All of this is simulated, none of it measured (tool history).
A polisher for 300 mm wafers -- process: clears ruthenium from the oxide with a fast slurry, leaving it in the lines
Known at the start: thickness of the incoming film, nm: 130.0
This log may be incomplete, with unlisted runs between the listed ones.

run,day,flow of slurry (ml/min),pressure of the wafer on the pad (kPa),speed of the pad under the wafer (m/s),abrasive content of the slurry,overpolish time after the end point (s),time until the end point was called (s),dishing of a wide line in a test structure (nm)
1,0.000,265,19.3,0.86,1.0,8,37.262,25.5160
2,0.258,270,20.0,0.86,1.0,6,34.903,19.7990
3,0.538,295,20.0,0.86,1.0,6,34.833,20.0430
4,0.646,295,20.0,0.86,1.0,2,35.352,6.7354
# day 0.800: slurry blender recalibrated
5,0.800,310,22.1,0.86,1.0,2,28.351,8.3972
6,1.017,310,17.9,0.86,1.0,2,33.806,6.9271
7,1.225,335,19.3,0.86,1.0,2,32.375,7.4891
8,1.250,355,20.7,0.86,1.0,2,30.352,7.9051
9,1.558,365,22.1,0.86,1.0,2,28.023,8.2701

Estimate the outcome of run 10 from the log above:
10,1.842,370,22.8,0.86,1.0,2,?,?

{"run 10": {"time until the end point was called (s)": 27.654, "dishing of a wide line in a test structure (nm)": 8.8}}
